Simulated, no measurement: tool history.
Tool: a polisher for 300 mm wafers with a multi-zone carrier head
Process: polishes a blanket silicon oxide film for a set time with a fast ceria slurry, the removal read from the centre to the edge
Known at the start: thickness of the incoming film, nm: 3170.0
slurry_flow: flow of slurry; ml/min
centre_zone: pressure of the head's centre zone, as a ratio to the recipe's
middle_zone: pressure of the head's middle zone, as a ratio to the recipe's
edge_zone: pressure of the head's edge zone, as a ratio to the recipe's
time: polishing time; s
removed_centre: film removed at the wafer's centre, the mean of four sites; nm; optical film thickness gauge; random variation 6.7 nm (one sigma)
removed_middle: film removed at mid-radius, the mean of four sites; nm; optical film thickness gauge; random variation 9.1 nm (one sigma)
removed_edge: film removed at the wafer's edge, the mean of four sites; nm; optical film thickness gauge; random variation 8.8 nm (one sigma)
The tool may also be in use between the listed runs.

run 1 day=0.000 | slurry_flow=280 centre_zone=1.00 middle_zone=1.00 edge_zone=1.00 time=37 | removed_centre=717.89 removed_middle=712.34 removed_edge=729.66
run 2 day=0.054 | slurry_flow=285 centre_zone=1.01 middle_zone=1.02 edge_zone=1.01 time=38 | removed_centre=744.94 removed_middle=751.42 removed_edge=753.44
run 3 day=0.362 | slurry_flow=290 centre_zone=1.02 middle_zone=1.04 edge_zone=1.02 time=39 | removed_centre=775.10 removed_middle=795.09 removed_edge=765.27
run 4 day=0.542 | slurry_flow=290 centre_zone=1.02 middle_zone=1.05 edge_zone=1.03 time=40 | removed_centre=792.03 removed_middle=822.96 removed_edge=807.29
run 5 day=0.742 | slurry_flow=290 centre_zone=1.02 middle_zone=1.00 edge_zone=1.03 time=40 | removed_centre=784.26 removed_middle=777.75 removed_edge=789.47
run 6 day=0.858 | slurry_flow=290 centre_zone=1.03 middle_zone=1.01 edge_zone=1.04 time=41 | removed_centre=820.28 removed_middle=815.53 removed_edge=819.52
run 7 day=1.221 | slurry_flow=290 centre_zone=1.04 middle_zone=1.02 edge_zone=1.05 time=41 | removed_centre=831.49 removed_middle=820.45 removed_edge=809.68
run 8 day=1.262 | slurry_flow=295 centre_zone=1.04 middle_zone=1.03 edge_zone=1.05 time=41 | removed_centre=839.34 removed_middle=816.41 removed_edge=828.54
run 9 day=1.638 | slurry_flow=300 centre_zone=1.04 middle_zone=1.05 edge_zone=1.05 time=41 | removed_centre=842.83 removed_middle=846.60 removed_edge=824.41

Forecast run 10:
run 10 day=1.917 | slurry_flow=305 centre_zone=1.04 middle_zone=1.06 edge_zone=1.06 time=41 | removed_centre=? removed_middle=? removed_edge=?

removed_centre: 835.61 nm
removed_middle: 837.00 nm
removed_edge: 831.46 nm
